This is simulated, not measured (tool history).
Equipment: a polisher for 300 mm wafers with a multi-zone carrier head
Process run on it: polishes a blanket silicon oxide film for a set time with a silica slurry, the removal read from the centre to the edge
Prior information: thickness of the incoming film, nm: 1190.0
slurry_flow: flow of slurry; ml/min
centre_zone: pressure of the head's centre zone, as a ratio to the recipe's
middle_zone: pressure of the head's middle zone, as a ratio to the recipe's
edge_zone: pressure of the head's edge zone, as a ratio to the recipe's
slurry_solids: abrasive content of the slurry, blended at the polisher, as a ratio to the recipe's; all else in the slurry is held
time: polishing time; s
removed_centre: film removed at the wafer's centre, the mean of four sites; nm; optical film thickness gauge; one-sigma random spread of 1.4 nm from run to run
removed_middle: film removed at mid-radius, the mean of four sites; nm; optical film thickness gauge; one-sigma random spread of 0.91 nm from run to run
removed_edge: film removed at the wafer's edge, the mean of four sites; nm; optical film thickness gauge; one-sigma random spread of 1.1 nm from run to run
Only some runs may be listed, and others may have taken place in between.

run    day  slurry_flow  centre_zone  middle_zone  edge_zone  slurry_solids  time  removed_centre  removed_middle  removed_edge
  1  0.000          225         1.00         1.00       1.00           1.00    75          201.56          200.05        198.54
  2  0.121          225         1.00         1.00       1.07           1.00    75          203.72          199.50        204.62
  3  0.296          220         1.01         0.98       1.06           0.95    75          199.18          190.18        198.14
  4  0.496          215         1.01         0.96       1.05           0.90    75          186.83          176.88        188.46
  5  0.812          210         1.02         0.94       1.03           0.90    75          187.20          172.43        185.71
  6  0.962          205         1.03         0.93       1.01           0.90    75          190.20          172.24        186.40
  7  0.996          190         1.06         0.83       0.91           0.65    74          139.39          110.81        124.83
  8  1.104          200         1.06         0.84       0.93           0.65    74          139.96          113.61        127.86

Expected results for the next run?
  9  1.238          200         1.07         0.85       0.96           0.65    74               ?               ?             ?

removed_centre: 141.19 nm
removed_middle: 113.16 nm
removed_edge: 127.49 nm
